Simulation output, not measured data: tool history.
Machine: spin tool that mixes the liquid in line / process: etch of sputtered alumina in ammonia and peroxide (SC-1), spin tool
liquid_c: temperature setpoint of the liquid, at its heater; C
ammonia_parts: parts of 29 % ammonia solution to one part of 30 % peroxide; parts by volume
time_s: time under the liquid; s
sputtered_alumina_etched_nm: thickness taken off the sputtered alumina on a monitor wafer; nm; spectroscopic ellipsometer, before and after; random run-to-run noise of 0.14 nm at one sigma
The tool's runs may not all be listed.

run,day,liquid_c,ammonia_parts,time_s,sputtered_alumina_etched_nm
1,0,49,0.55,275,9.9322
2,0.171,49,0.55,275,9.9319
3,0.388,49,0.4,275,9.6861
4,0.708,49,0.4,275,9.7479
# day 0.892: heated supply line repaired
5,0.892,51,0.4,275,12.898
6,1.246,51,0.4,295,13.81
7,1.488,51.5,0.4,295,14.05
8,1.767,52,0.4,295,14.481
9,2.004,52.5,0.4,295,15.026

For run 10, what comes out?
10,2.275,52.5,0.4,295,?

{"run 10": {"sputtered_alumina_etched_nm": 15.028}}
